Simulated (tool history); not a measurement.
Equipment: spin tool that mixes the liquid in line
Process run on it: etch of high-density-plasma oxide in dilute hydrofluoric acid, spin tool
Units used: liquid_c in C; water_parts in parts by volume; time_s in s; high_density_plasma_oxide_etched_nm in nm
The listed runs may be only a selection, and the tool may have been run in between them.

run  hour  liquid_c  water_parts  time_s  high_density_plasma_oxide_etched_nm
  1   0.0      25.0          135     280                               14.289
  2   8.9      25.0          135     300                               15.511
  3   9.7      25.0          135     300                               15.217
  4  18.5      25.0          135     300                               15.339
  5  26.4      25.0          170     300                               11.581
  6  27.9      25.0          135     300                               15.208
  7  33.1      27.0          125     300                               18.136
     41.7  -- hydrofluoric acid flow meter replaced
  8  41.7      31.0           95     300                               32.866
  9  50.5      30.5           95     300                               32.321
 10  55.7      30.0           95     300                               31.977

Run 11 comes next. What will it give?
 11  62.5      29.5           95     300                                    ?

high_density_plasma_oxide_etched_nm: 30.972 nm
